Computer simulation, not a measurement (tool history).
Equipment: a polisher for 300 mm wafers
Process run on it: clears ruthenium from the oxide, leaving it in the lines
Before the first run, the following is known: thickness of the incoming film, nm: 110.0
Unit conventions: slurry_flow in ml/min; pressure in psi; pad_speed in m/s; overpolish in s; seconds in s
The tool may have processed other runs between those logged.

Run 1, hour 0: slurry_flow 310 ml/min, pressure 2.7 psi, pad_speed 0.94 m/s, overpolish 28 s. Result: seconds 92.989 s.
Run 2, hour 3: slurry_flow 310 ml/min, pressure 2.7 psi, pad_speed 1.14 m/s, overpolish 28 s. Result: seconds 74.334 s.
Run 3, hour 9.9: slurry_flow 310 ml/min, pressure 2.7 psi, pad_speed 1.28 m/s, overpolish 28 s. Result: seconds 67.87 s.
Run 4, hour 18.7: slurry_flow 310 ml/min, pressure 2.7 psi, pad_speed 1.28 m/s, overpolish 28 s. Result: seconds 68.071 s.
Run 5, hour 27: slurry_flow 370 ml/min, pressure 2.7 psi, pad_speed 1.28 m/s, overpolish 28 s. Result: seconds 68.776 s.
Run 6, hour 33.5: slurry_flow 370 ml/min, pressure 2.7 psi, pad_speed 1.38 m/s, overpolish 28 s. Result: seconds 61.826 s.
Run 7, hour 38.3: slurry_flow 370 ml/min, pressure 2.6 psi, pad_speed 1.3 m/s, overpolish 28 s. Result: seconds 69.352 s.
Run 8, hour 39.6: slurry_flow 345 ml/min, pressure 1.9 psi, pad_speed 1.04 m/s, overpolish 28 s. Result: seconds 115.17 s.
Run 9, hour 47.3: slurry_flow 345 ml/min, pressure 1.8 psi, pad_speed 1 m/s, overpolish 28 s. Result: seconds 128.02 s.

For run 10, what comes out?
Run 10, hour 54.8: slurry_flow 340 ml/min, pressure 1.3 psi, pad_speed 0.76 m/s, overpolish 28 s. Result: seconds ?.

seconds: 224.44 s

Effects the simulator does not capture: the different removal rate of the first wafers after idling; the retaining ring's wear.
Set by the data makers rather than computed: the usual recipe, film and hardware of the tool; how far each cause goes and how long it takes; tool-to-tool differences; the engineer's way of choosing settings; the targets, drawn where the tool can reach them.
